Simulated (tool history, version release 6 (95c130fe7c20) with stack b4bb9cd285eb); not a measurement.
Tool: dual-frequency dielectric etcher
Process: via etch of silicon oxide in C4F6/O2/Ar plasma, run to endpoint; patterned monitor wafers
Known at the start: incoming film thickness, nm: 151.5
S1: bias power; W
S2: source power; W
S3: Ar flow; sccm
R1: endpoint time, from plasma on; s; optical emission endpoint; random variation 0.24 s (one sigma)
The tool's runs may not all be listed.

run,hour,S1,S2,S3,R1
1,0.0,335,370,309,39.503
2,2.0,335,390,309,39.239
3,9.6,319,390,310,39.630
4,11.8,319,390,264,38.826
5,15.3,278,390,264,40.454
6,17.9,266,390,265,40.741
7,22.6,256,390,266,41.858
8,28.0,251,390,266,41.652

Run 9 comes next. What will it give?
9,33.0,208,380,268,?

{"run 9": {"R1": 44.429}}
